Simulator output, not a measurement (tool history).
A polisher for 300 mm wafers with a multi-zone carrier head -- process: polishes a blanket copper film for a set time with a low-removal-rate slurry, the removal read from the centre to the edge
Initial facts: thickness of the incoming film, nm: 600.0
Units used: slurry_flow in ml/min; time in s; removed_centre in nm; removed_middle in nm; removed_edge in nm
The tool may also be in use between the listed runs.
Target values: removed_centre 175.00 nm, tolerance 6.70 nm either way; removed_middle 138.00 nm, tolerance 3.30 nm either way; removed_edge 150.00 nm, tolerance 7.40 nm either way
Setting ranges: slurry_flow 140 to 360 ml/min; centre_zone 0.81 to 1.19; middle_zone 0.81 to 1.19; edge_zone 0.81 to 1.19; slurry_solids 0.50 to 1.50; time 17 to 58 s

run	hour	slurry_flow	centre_zone	middle_zone	edge_zone	slurry_solids	time	removed_centre	removed_middle	removed_edge
1	0.0	230	1.00	1.00	1.00	1.00	37	122.20	123.48	120.09
2	4.4	230	1.00	0.97	1.00	1.00	37	123.47	118.95	121.98
3	8.4	250	1.06	0.97	1.04	1.15	37	132.73	125.54	126.53
4	8.9	255	1.10	0.94	1.04	1.25	38	143.33	128.88	136.69
5	16.4	270	1.13	0.92	1.00	1.30	39	156.39	129.16	133.74
6	22.1	280	1.15	0.91	1.02	1.35	39	159.53	129.22	135.59
7	28.8	280	1.16	0.91	1.04	1.40	40	167.17	132.61	139.92
8	31.6	275	1.17	0.91	1.06	1.45	40	165.47	134.84	143.44

Pick the move, out of 4, that brings all results within their allowed miss; only one does.
A	34.4	300	1.09	0.97	1.01	1.50	38	?	?	?
B	34.4	275	1.15	0.93	1.00	1.40	38	?	?	?
C	34.4	230	1.10	0.81	1.13	1.40	42	?	?	?
D	34.4	300	1.19	0.93	1.14	1.50	40	?	?	?

move	removed_centre	removed_middle	removed_edge
A	149.47	135.47	136.03
B	154.23	128.15	132.95
C	158.90	124.20	152.89
D	171.83	137.74	151.30
A: the biggest miss grows against the last run
B: the biggest miss grows against the last run
C: the biggest miss grows against the last run
D: every result lands within tolerance
Go with D: it meets all targets.
